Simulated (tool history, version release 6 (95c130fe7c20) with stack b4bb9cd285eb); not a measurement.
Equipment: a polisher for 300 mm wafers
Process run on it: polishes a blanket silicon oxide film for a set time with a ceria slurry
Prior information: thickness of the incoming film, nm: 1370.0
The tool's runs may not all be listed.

run	day	flow of slurry (ml/min)	pressure of the wafer on the pad (psi)	speed of the pad under the wafer (cm/s)	polishing time (s)	film removed (angstrom)
1	0	300	4	104	40	2709.1
2	0.075	300	3.4	98	40	2217.1
3	0.175	300	3.4	98	40	2177.9
4	0.492	300	4	98	40	2556.8
5	0.662	300	4	98	37	2371.2
6	0.892	300	3.4	96	37	1991.4
7	0.983	300	3.4	96	37	1959.9
8	1.017	300	3	96	37	1787.2

Forecast run 9:
9	1.162	300	2.7	96	37	?

film removed (angstrom): 1616.9
